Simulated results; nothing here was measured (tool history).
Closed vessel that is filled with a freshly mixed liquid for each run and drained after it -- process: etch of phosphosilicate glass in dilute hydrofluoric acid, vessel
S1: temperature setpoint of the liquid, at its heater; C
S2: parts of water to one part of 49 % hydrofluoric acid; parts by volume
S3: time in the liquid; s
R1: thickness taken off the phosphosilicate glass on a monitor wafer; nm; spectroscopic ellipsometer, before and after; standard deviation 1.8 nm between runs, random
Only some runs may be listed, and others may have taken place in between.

Run 1, day 0.000: S1 20.0 C, S2 75 parts by volume, S3 100 s. Result: R1 110.34 nm.
Run 2, day 0.046: S1 21.0 C, S2 70 parts by volume, S3 100 s. Result: R1 125.67 nm.
Run 3, day 0.433: S1 23.5 C, S2 70 parts by volume, S3 100 s. Result: R1 137.28 nm.
Run 4, day 0.700: S1 21.5 C, S2 70 parts by volume, S3 100 s. Result: R1 125.51 nm.
Run 5, day 0.750: S1 22.0 C, S2 65 parts by volume, S3 100 s. Result: R1 139.88 nm.
Run 6, day 1.129: S1 24.5 C, S2 65 parts by volume, S3 100 s. Result: R1 152.97 nm.

Run 7 comes next. What will it give?
Run 7, day 1.162: S1 25.0 C, S2 60 parts by volume, S3 100 s. Result: R1 ?.

{"run 7": {"R1": 172.91}}
